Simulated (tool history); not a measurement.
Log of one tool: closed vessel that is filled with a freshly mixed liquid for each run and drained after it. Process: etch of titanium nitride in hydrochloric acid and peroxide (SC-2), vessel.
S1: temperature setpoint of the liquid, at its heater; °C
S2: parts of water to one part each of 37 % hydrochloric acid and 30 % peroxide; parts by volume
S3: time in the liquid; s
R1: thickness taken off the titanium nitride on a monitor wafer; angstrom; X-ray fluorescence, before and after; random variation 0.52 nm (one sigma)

run 1 day=0 | S1=53 S2=9.5 S3=1105 | R1=490.64
run 2 day=0.175 | S1=53 S2=9.5 S3=1105 | R1=486.62
run 3 day=0.4 | S1=53 S2=9.5 S3=1105 | R1=491.31
run 4 day=0.546 | S1=55.5 S2=9.5 S3=1105 | R1=583.26
run 5 day=0.717 | S1=57 S2=9.5 S3=1105 | R1=636.31
-- day=1.038 new drum of peroxide connected
run 6 day=1.038 | S1=57 S2=11.5 S3=1105 | R1=589.15
run 7 day=1.333 | S1=57 S2=11.5 S3=1105 | R1=585.5
run 8 day=1.408 | S1=58.5 S2=11.5 S3=1105 | R1=644.41
run 9 day=1.746 | S1=60 S2=11.5 S3=1105 | R1=701.45
run 10 day=1.925 | S1=61 S2=11.5 S3=1105 | R1=759.74

The next listed run, before its measurement:
run 11 day=1.996 | S1=61.5 S2=11.5 S3=1105 | R1=?

Run 11 gave R1 775.36 angstrom.
